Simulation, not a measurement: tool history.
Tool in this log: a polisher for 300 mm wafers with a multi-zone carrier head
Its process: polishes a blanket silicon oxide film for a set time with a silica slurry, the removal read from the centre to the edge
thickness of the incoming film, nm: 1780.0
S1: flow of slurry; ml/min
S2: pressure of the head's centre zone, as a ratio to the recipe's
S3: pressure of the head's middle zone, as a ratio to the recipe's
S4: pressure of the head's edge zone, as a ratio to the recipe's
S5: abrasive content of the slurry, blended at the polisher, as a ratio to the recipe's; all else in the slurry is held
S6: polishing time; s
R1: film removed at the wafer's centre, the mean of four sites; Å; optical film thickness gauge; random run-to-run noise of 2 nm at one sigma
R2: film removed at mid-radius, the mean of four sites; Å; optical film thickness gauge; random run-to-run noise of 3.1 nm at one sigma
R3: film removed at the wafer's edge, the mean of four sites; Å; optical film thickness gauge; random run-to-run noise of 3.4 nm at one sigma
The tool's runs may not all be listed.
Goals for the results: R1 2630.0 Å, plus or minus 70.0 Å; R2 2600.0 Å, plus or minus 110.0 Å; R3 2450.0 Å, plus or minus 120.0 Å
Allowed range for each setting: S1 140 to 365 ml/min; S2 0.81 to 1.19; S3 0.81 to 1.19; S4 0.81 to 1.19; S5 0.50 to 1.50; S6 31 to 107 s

run,day,S1,S2,S3,S4,S5,S6,R1,R2,R3
1,0.000,235,1.00,1.00,1.00,1.00,69,1769.4,1735.1,1799.0
2,0.108,235,1.00,1.00,1.04,1.00,69,1770.4,1753.8,1820.0
3,0.371,235,0.93,1.00,1.04,1.00,69,1649.5,1741.3,1782.8
4,0.742,245,0.99,1.04,1.06,1.10,69,1809.3,1927.2,1949.1
5,0.875,245,0.99,1.07,1.06,1.10,69,1846.3,1923.6,1882.5
6,1.162,245,0.99,1.07,0.97,1.10,69,1847.8,1934.2,1853.1
7,1.429,245,0.99,1.07,0.97,1.10,69,1839.9,1930.0,1872.3
8,1.488,285,1.09,1.17,1.07,1.35,70,2282.5,2344.4,2186.0
9,1.775,290,1.10,1.17,1.08,1.40,71,2313.3,2428.8,2167.2
10,1.846,280,1.11,1.15,1.10,1.40,73,2420.4,2411.2,2254.2
11,2.138,280,1.11,1.15,1.11,1.45,74,2452.7,2522.2,2393.0

Which single option among these 4 for the next run brings every result within its allowed miss of target? Just one does.
A,2.429,245,1.15,1.08,1.19,1.45,73,?,?,?
B,2.429,335,0.97,1.19,1.13,1.50,72,?,?,?
C,2.429,265,1.12,1.17,1.17,1.50,69,?,?,?
D,2.429,365,1.13,1.13,1.09,1.50,75,?,?,?

move,R1,R2,R3
A,2424.3,2298.9,2353.6
B,2166.3,2582.6,2357.7
C,2291.7,2379.2,2250.0
D,2599.0,2590.0,2437.4
A: lands further from the targets than the last run did
B: lands further from the targets than the last run did
C: lands further from the targets than the last run did
D: every result lands within tolerance
Go with D: it meets all targets.
